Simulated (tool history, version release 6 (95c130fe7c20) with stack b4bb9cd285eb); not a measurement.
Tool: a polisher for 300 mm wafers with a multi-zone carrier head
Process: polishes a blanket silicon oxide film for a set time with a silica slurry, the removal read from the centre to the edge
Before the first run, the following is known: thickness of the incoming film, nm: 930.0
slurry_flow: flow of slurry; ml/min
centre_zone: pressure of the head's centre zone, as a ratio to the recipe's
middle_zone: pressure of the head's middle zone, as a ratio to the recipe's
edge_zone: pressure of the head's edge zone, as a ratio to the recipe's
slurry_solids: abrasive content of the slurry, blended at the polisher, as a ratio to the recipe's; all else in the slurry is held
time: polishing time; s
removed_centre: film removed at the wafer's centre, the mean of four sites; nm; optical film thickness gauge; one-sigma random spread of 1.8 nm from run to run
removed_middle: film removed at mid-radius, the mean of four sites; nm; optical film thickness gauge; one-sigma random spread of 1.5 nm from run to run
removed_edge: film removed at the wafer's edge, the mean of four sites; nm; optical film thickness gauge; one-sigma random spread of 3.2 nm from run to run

run 1 day=0.000 | slurry_flow=220 centre_zone=1.00 middle_zone=1.00 edge_zone=1.00 slurry_solids=1.00 time=85 | removed_centre=324.92 removed_middle=327.43 removed_edge=325.59
run 2 day=0.312 | slurry_flow=210 centre_zone=0.98 middle_zone=0.97 edge_zone=0.97 slurry_solids=0.90 time=85 | removed_centre=302.88 removed_middle=306.65 removed_edge=306.83
run 3 day=0.396 | slurry_flow=205 centre_zone=0.97 middle_zone=0.94 edge_zone=0.95 slurry_solids=0.80 time=84 | removed_centre=280.44 removed_middle=282.98 removed_edge=288.42
run 4 day=0.588 | slurry_flow=205 centre_zone=0.97 middle_zone=0.94 edge_zone=1.00 slurry_solids=0.80 time=84 | removed_centre=277.32 removed_middle=281.08 removed_edge=289.91
run 5 day=0.738 | slurry_flow=200 centre_zone=0.97 middle_zone=0.92 edge_zone=0.99 slurry_solids=0.75 time=83 | removed_centre=264.72 removed_middle=263.51 removed_edge=278.96
run 6 day=1.017 | slurry_flow=160 centre_zone=0.97 middle_zone=0.92 edge_zone=0.99 slurry_solids=0.75 time=83 | removed_centre=256.46 removed_middle=253.55 removed_edge=263.27
run 7 day=1.046 | slurry_flow=155 centre_zone=0.96 middle_zone=0.91 edge_zone=0.98 slurry_solids=0.70 time=83 | removed_centre=244.64 removed_middle=242.71 removed_edge=257.85
run 8 day=1.371 | slurry_flow=150 centre_zone=0.96 middle_zone=0.90 edge_zone=0.97 slurry_solids=0.65 time=83 | removed_centre=232.75 removed_middle=231.13 removed_edge=249.80
run 9 day=1.625 | slurry_flow=145 centre_zone=0.96 middle_zone=0.90 edge_zone=0.96 slurry_solids=0.65 time=83 | removed_centre=229.11 removed_middle=231.02 removed_edge=241.71
run 10 day=1.688 | slurry_flow=140 centre_zone=0.96 middle_zone=0.89 edge_zone=0.96 slurry_solids=0.65 time=83 | removed_centre=228.20 removed_middle=224.88 removed_edge=240.02

Run 11, settings as shown, results not yet in. Your forecast:
run 11 day=1.988 | slurry_flow=140 centre_zone=0.96 middle_zone=0.89 edge_zone=0.95 slurry_solids=0.65 time=83 | removed_centre=? removed_middle=? removed_edge=?

{"run 11": {"removed_centre": 231.14, "removed_middle": 226.56, "removed_edge": 237.67}}
